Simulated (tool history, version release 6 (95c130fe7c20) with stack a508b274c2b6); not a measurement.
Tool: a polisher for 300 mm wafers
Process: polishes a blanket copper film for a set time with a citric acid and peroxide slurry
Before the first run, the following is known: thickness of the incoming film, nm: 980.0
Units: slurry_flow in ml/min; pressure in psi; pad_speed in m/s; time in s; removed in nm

run    day  slurry_flow  pressure  pad_speed  slurry_solids  time  removed
  1  0.000          300       2.0       1.10            1.0    52  102.470
  2  0.188          300       2.0       1.24            1.0    52  108.830
  3  0.225          300       1.8       1.22            1.0    52   98.166
  4  0.408          300       1.7       1.20            1.0    52   91.442
  5  0.446          300       1.6       1.20            1.0    52   86.875
  6  0.767          300       1.5       1.20            1.0    52   81.669
  7  1.133          300       1.4       1.20            1.0    52   76.425
     1.342  -- slurry nozzle cleaned
  8  1.342          300       1.3       1.20            1.0    52   72.357
  9  1.550          300       1.2       1.20            1.0    52   67.506

Expected results for the next run?
 10  1.771          295       1.1       1.20            1.0    52        ?

Run 10 came out at removed 62.310 nm.

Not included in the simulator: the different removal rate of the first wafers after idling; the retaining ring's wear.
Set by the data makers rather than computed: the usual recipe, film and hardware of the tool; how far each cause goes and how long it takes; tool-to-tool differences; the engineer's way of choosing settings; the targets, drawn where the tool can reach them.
